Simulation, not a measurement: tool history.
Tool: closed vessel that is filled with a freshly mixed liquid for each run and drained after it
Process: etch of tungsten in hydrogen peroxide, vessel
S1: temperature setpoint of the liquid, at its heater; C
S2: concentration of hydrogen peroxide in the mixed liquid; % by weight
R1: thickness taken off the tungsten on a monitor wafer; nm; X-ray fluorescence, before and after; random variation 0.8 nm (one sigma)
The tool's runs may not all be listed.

Run 1, hour 0.0: S1 56.0 C, S2 15.0 % by weight, time in the liquid (s) 30. Result: R1 59.319 nm.
Run 2, hour 3.0: S1 59.5 C, S2 15.0 % by weight, time in the liquid (s) 30. Result: R1 72.362 nm.
Run 3, hour 9.6: S1 59.5 C, S2 13.5 % by weight, time in the liquid (s) 30. Result: R1 68.099 nm.
Run 4, hour 14.4: S1 61.0 C, S2 14.5 % by weight, time in the liquid (s) 30. Result: R1 77.250 nm.
Run 5, hour 17.7: S1 61.0 C, S2 14.5 % by weight, time in the liquid (s) 30. Result: R1 78.406 nm.
Run 6, hour 26.1: S1 62.0 C, S2 15.0 % by weight, time in the liquid (s) 30. Result: R1 83.271 nm.
Run 7, hour 32.7: S1 63.0 C, S2 15.5 % by weight, time in the liquid (s) 30. Result: R1 88.786 nm.

The next listed run, before its measurement:
Run 8, hour 41.6: S1 63.5 C, S2 16.5 % by weight, time in the liquid (s) 30. Result: R1 ?.

R1: 95.391 nm

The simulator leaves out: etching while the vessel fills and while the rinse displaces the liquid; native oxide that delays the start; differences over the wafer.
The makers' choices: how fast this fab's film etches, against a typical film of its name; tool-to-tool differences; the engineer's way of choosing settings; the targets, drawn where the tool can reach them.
